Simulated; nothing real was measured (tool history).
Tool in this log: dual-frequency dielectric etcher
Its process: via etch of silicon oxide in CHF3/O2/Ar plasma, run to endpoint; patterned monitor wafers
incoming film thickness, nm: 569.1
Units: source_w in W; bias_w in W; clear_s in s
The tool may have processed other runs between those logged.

Run 1, hour 0.0: source_w 790 W, bias_w 143 W. Result: clear_s 272.42 s.
Run 2, hour 5.3: source_w 790 W, bias_w 162 W. Result: clear_s 261.04 s.
Run 3, hour 13.8: source_w 760 W, bias_w 160 W. Result: clear_s 264.57 s.
Run 4, hour 19.3: source_w 760 W, bias_w 137 W. Result: clear_s 279.30 s.
Run 5, hour 27.5: source_w 760 W, bias_w 123 W. Result: clear_s 291.28 s.
Run 6, hour 30.9: source_w 830 W, bias_w 123 W. Result: clear_s 277.35 s.
Run 7, hour 32.4: source_w 810 W, bias_w 122 W. Result: clear_s 282.77 s.
Run 8, hour 33.7: source_w 790 W, bias_w 121 W. Result: clear_s 283.36 s.

Forecast run 9:
Run 9, hour 39.9: source_w 770 W, bias_w 120 W. Result: clear_s ?.

For run 9 the tool returned clear_s 290.15 s.

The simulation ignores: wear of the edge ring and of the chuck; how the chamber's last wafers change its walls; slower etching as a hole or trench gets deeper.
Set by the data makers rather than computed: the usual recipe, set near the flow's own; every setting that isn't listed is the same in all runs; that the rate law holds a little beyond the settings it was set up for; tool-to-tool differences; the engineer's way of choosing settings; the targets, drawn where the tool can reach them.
